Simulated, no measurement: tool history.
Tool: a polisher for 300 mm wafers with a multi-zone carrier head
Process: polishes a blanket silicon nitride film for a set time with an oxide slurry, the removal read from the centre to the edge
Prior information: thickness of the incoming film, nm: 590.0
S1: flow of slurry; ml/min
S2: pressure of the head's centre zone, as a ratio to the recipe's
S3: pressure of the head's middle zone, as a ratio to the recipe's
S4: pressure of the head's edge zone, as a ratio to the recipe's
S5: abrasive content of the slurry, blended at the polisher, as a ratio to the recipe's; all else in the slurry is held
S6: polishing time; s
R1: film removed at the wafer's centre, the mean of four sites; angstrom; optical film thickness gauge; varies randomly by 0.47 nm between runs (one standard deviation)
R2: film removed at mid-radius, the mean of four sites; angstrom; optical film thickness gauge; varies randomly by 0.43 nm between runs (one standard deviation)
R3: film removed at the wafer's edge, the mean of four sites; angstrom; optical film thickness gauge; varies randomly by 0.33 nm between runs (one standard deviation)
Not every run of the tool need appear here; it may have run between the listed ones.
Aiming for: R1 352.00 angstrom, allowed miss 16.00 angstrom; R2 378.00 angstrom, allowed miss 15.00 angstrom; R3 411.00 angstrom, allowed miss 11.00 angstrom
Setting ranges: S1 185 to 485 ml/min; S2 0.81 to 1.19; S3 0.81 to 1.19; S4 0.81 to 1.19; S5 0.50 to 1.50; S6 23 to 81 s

Run 1, hour 0.0: S1 310 ml/min, S2 1.00, S3 1.00, S4 1.00, S5 1.00, S6 52 s. Result: R1 305.08 angstrom, R2 298.34 angstrom, R3 299.50 angstrom.
Run 2, hour 2.1: S1 310 ml/min, S2 0.98, S3 1.00, S4 1.03, S5 1.10, S6 52 s. Result: R1 311.63 angstrom, R2 316.66 angstrom, R3 316.04 angstrom.
Run 3, hour 2.7: S1 310 ml/min, S2 0.98, S3 1.00, S4 0.98, S5 1.10, S6 52 s. Result: R1 308.27 angstrom, R2 312.66 angstrom, R3 314.02 angstrom.
Run 4, hour 8.4: S1 310 ml/min, S2 0.96, S3 0.98, S4 0.99, S5 1.20, S6 53 s. Result: R1 321.06 angstrom, R2 333.96 angstrom, R3 337.10 angstrom.
Run 5, hour 15.9: S1 310 ml/min, S2 0.95, S3 0.96, S4 1.01, S5 1.25, S6 53 s. Result: R1 327.13 angstrom, R2 332.32 angstrom, R3 346.10 angstrom.
Run 6, hour 21.7: S1 310 ml/min, S2 0.95, S3 0.96, S4 0.97, S5 1.25, S6 53 s. Result: R1 315.05 angstrom, R2 328.34 angstrom, R3 337.55 angstrom.
Run 7, hour 29.4: S1 310 ml/min, S2 0.94, S3 0.96, S4 1.01, S5 1.30, S6 53 s. Result: R1 324.54 angstrom, R2 331.60 angstrom, R3 346.54 angstrom.
At hour 31.7: slurry nozzle cleaned.
Run 8, hour 31.7: S1 310 ml/min, S2 0.92, S3 0.96, S4 1.02, S5 1.35, S6 54 s. Result: R1 341.92 angstrom, R2 356.12 angstrom, R3 373.83 angstrom.
Run 9, hour 36.7: S1 315 ml/min, S2 0.90, S3 0.96, S4 1.04, S5 1.35, S6 54 s. Result: R1 340.50 angstrom, R2 351.68 angstrom, R3 383.46 angstrom.
Run 10, hour 44.5: S1 325 ml/min, S2 0.89, S3 0.97, S4 1.05, S5 1.35, S6 54 s. Result: R1 339.54 angstrom, R2 357.29 angstrom, R3 382.43 angstrom.

Which single option among these 5 for the next run brings every result within its allowed miss of target? Just one does.
Run A, hour 52.3: S1 465 ml/min, S2 0.99, S3 1.06, S4 1.13, S5 1.30, S6 46 s. Result: R1 ?, R2 ?, R3 ?.
Run B, hour 52.3: S1 320 ml/min, S2 0.85, S3 0.93, S4 1.03, S5 1.45, S6 57 s. Result: R1 ?, R2 ?, R3 ?.
Run C, hour 52.3: S1 355 ml/min, S2 0.94, S3 1.13, S4 0.98, S5 1.20, S6 55 s. Result: R1 ?, R2 ?, R3 ?.
Run D, hour 52.3: S1 335 ml/min, S2 1.04, S3 0.91, S4 0.96, S5 1.25, S6 52 s. Result: R1 ?, R2 ?, R3 ?.
Run E, hour 52.3: S1 320 ml/min, S2 0.88, S3 0.86, S4 1.16, S5 1.25, S6 60 s. Result: R1 ?, R2 ?, R3 ?.

move      R1      R2      R3
   A  315.52  329.30  334.81
   B  343.33  373.27  409.86
   C  340.26  395.00  358.84
   D  359.13  315.25  342.58
   E  351.25  346.21  427.53
A: misses by more than the last run did
B: in spec on every target
C: misses by more than the last run did
D: misses by more than the last run did
E: carries the result that was furthest off beyond its target, to the other side
Correct choice: B, which meets every target

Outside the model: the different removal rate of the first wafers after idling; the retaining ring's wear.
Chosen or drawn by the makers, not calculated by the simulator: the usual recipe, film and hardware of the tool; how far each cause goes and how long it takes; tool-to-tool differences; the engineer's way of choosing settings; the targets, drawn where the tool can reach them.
